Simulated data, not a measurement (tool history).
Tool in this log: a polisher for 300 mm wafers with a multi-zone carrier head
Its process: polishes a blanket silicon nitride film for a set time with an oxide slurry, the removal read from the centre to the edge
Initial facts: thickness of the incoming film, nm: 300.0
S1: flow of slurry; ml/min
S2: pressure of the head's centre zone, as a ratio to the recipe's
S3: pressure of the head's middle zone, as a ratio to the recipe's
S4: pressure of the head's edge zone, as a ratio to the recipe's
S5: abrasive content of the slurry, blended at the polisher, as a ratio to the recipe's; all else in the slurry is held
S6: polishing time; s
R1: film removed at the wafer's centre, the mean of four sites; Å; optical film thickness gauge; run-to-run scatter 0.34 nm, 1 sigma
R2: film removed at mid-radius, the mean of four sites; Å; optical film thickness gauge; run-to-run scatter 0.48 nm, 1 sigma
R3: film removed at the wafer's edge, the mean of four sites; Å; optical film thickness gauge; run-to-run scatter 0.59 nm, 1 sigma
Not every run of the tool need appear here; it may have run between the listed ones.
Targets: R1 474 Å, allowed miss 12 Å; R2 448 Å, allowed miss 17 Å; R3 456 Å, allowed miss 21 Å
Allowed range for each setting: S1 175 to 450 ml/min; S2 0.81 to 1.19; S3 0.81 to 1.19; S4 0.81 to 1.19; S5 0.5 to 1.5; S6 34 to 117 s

run	hour	S1	S2	S3	S4	S5	S6	R1	R2	R3
1	0	290	1	1	1	1	75	704.2	715.91	697.99
2	0.8	290	1	1	1	1	58	536.37	544.02	542.74
3	5	285	1	0.98	0.98	0.95	58	523.36	535.81	538.73
4	13.5	285	1	0.98	1.06	0.95	58	526.71	536.66	548.85
5	17	285	0.94	0.98	1.06	0.95	58	492.57	527.05	548.86
6	20.9	290	0.96	0.97	1.04	0.9	58	494.73	519.6	527.72
7	29.1	290	0.96	0.97	1.04	0.9	58	495.04	510.49	521.58
8	35.2	300	0.96	0.96	1.02	0.85	58	497.05	505.6	511.64
9	37.4	295	0.96	0.95	1.01	0.8	58	489.97	494.41	517.33
10	42.3	315	0.96	0.95	1	0.75	58	480.81	485.89	505.26
11	46.7	315	0.97	0.95	0.98	0.7	58	480.72	475.68	490.56
12	54.7	315	0.97	0.95	0.97	0.65	58	463.03	472.18	480.24
13	60.6	325	0.98	0.95	0.96	0.65	58	475.7	477.44	485.37
14	66.4	325	0.99	0.94	0.95	0.65	58	480.63	470.29	477
15	70.1	325	0.99	0.94	0.94	0.65	58	478.43	474.91	484.59

Below are 4 possible settings for the next run. Only one of them brings all results inside the allowed miss of their targets. Which is it?
A	73.8	325	0.94	0.9	0.89	0.7	59	?	?	?
B	73.8	350	1.07	0.94	0.89	0.5	52	?	?	?
C	73.8	440	1	0.92	0.88	0.5	59	?	?	?
D	73.8	320	1.01	1.03	0.89	0.6	57	?	?	?

move	R1	R2	R3
A	477.32	467.94	499.09
B	439.23	396.03	406.78
C	477.5	449.39	466.54
D	473.16	486.02	462.39
A: further off than the last run
B: takes the biggest miss from the last run beyond its target
C: every result within its allowed miss
D: further off than the last run
Move C is the one to make.

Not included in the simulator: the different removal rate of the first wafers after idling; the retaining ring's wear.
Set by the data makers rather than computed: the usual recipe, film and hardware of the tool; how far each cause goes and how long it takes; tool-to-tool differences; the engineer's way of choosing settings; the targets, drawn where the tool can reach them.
